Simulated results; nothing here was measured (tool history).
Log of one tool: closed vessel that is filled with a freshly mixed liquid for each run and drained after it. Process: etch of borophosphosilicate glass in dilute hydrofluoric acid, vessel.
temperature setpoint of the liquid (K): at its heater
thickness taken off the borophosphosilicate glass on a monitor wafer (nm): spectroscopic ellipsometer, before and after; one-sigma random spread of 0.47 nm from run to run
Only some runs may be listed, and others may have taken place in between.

run	hour	temperature setpoint of the liquid (K)	parts of water to one part of 49 % hydrofluoric acid (parts by volume)	time in the liquid (s)	thickness taken off the borophosphosilicate glass on a monitor wafer (nm)
1	0.0	296.15	75	90	51.650
2	3.4	298.65	75	90	56.452
3	8.3	300.15	75	90	60.209
4	16.4	301.65	75	90	64.582
5	17.4	301.65	50	90	99.408
6	24.1	299.15	50	90	89.863
7	31.0	297.15	50	90	83.025

What will run 8 give?
8	34.9	295.65	50	90	?

thickness taken off the borophosphosilicate glass on a monitor wafer (nm): 78.329

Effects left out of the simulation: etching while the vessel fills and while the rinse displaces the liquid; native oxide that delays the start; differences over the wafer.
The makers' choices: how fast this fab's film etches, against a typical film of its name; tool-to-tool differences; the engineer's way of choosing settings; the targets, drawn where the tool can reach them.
